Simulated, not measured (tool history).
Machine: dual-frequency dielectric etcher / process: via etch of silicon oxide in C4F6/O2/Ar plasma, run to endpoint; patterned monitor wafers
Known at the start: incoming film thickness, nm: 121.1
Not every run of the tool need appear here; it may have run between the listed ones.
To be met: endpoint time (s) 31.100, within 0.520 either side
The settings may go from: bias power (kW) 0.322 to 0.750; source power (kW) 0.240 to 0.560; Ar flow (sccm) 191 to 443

| run | hour | bias power (kW) | source power (kW) | Ar flow (sccm) | endpoint time (s) |
|---|---|---|---|---|---|
| 1 | 0.0 | 0.536 | 0.400 | 317 | 28.128 |
| 2 | 4.8 | 0.517 | 0.400 | 317 | 28.615 |
| 3 | 13.8 | 0.517 | 0.350 | 317 | 29.613 |
| 4 | 20.8 | 0.517 | 0.350 | 343 | 30.071 |
| 5 | 23.7 | 0.563 | 0.350 | 343 | 28.885 |
| 6 | 27.2 | 0.563 | 0.310 | 343 | 29.942 |
| 7 | 33.3 | 0.507 | 0.300 | 344 | 31.733 |
| 8 | 34.1 | 0.510 | 0.300 | 344 | 31.624 |

Of the 5 settings listed for the next run, only one would bring every result within its allowed miss of target. Which one?
| A | 34.9 | 0.532 | 0.250 | 342 | ? |
| B | 34.9 | 0.482 | 0.340 | 413 | ? |
| C | 34.9 | 0.508 | 0.280 | 331 | ? |
| D | 34.9 | 0.472 | 0.310 | 337 | ? |
| E | 34.9 | 0.487 | 0.340 | 340 | ? |

| move | endpoint time (s) |
|---|---|
| A | 32.750 |
| B | 31.912 |
| C | 32.220 |
| D | 32.361 |
| E | 31.057 |
A: its largest miss is bigger than the last run's
B: its largest miss is bigger than the last run's
C: its largest miss is bigger than the last run's
D: its largest miss is bigger than the last run's
E: in spec on every target
Go with E: it meets all targets.
